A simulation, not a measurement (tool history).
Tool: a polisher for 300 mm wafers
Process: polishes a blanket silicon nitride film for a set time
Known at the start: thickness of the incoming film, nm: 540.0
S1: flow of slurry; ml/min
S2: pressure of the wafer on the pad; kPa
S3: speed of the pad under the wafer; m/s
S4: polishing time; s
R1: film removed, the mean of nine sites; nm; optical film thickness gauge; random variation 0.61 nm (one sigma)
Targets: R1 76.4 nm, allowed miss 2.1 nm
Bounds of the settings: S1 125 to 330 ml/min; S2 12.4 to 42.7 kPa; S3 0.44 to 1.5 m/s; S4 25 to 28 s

{"run": 1, "hour": 0.0, "S1": 210, "S2": 27.6, "S3": 0.96, "S4": 28, "R1": 46.561}
{"run": 2, "hour": 4.2, "S1": 265, "S2": 27.6, "S3": 0.96, "S4": 28, "R1": 48.174}
{"run": 3, "hour": 8.6, "S1": 265, "S2": 27.6, "S3": 0.96, "S4": 28, "R1": 48.055}
{"run": 4, "hour": 10.1, "S1": 270, "S2": 31.7, "S3": 0.96, "S4": 28, "R1": 52.981}
{"run": 5, "hour": 11.0, "S1": 270, "S2": 31.7, "S3": 1.12, "S4": 28, "R1": 60.437}
{"run": 6, "hour": 18.1, "S1": 245, "S2": 31.7, "S3": 1.12, "S4": 28, "R1": 58.541}
{"run": 7, "hour": 19.6, "S1": 255, "S2": 34.5, "S3": 1.12, "S4": 28, "R1": 64.411}
{"run": 8, "hour": 21.0, "S1": 260, "S2": 36.5, "S3": 1.12, "S4": 28, "R1": 67.087}
{"run": 9, "hour": 29.0, "S1": 265, "S2": 37.9, "S3": 1.12, "S4": 28, "R1": 69.77}
{"run": 10, "hour": 36.9, "S1": 270, "S2": 38.6, "S3": 1.12, "S4": 28, "R1": 70.914}
{"run": 11, "hour": 40.8, "S1": 270, "S2": 39.3, "S3": 1.12, "S4": 28, "R1": 71.304}
{"run": 12, "hour": 44.6, "S1": 270, "S2": 40, "S3": 1.12, "S4": 28, "R1": 74.234}
{"run": 13, "hour": 47.2, "S1": 275, "S2": 40.7, "S3": 1.12, "S4": 28, "R1": 73.412}

5 next moves are on the table. One of them brings every result within its allowed miss. Which?
{"run": "A", "hour": 49.8, "S1": 310, "S2": 41.4, "S3": 1.16, "S4": 25, "R1": "?"}
{"run": "B", "hour": 49.8, "S1": 290, "S2": 37.9, "S3": 1.14, "S4": 28, "R1": "?"}
{"run": "C", "hour": 49.8, "S1": 240, "S2": 40.7, "S3": 1.22, "S4": 26, "R1": "?"}
{"run": "D", "hour": 49.8, "S1": 245, "S2": 35.9, "S3": 1.44, "S4": 25, "R1": "?"}
{"run": "E", "hour": 49.8, "S1": 260, "S2": 42.7, "S3": 1.12, "S4": 28, "R1": "?"}

move=A R1=69.819
move=B R1=71.337
move=C R1=72.618
move=D R1=72.065
move=E R1=76.8
A: further off than the last run
B: further off than the last run
C: further off than the last run
D: further off than the last run
E: meets every target
The right move is E.
